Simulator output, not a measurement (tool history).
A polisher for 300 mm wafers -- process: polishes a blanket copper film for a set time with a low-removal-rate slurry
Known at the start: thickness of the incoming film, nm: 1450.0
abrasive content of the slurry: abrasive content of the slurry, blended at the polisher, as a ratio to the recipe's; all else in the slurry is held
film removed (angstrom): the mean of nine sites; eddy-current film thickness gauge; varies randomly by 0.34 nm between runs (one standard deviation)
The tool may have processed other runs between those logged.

run,hour,flow of slurry (ml/min),pressure of the wafer on the pad (kPa),speed of the pad under the wafer (cm/s),abrasive content of the slurry,polishing time (s),film removed (angstrom)
1,0,120,13.8,84,1,23,388.51
2,7.9,120,13.8,84,0.9,23,368.99
3,14.9,120,13.1,84,0.9,23,346.37
4,20.1,120,12.4,84,0.9,23,330.23
5,26.1,120,12.4,100,0.9,23,400.91
6,34.3,120,12.4,100,0.8,23,389.21

Predict the results of run 7:
7,41.4,120,11.7,100,0.8,23,?

film removed (angstrom): 359.3

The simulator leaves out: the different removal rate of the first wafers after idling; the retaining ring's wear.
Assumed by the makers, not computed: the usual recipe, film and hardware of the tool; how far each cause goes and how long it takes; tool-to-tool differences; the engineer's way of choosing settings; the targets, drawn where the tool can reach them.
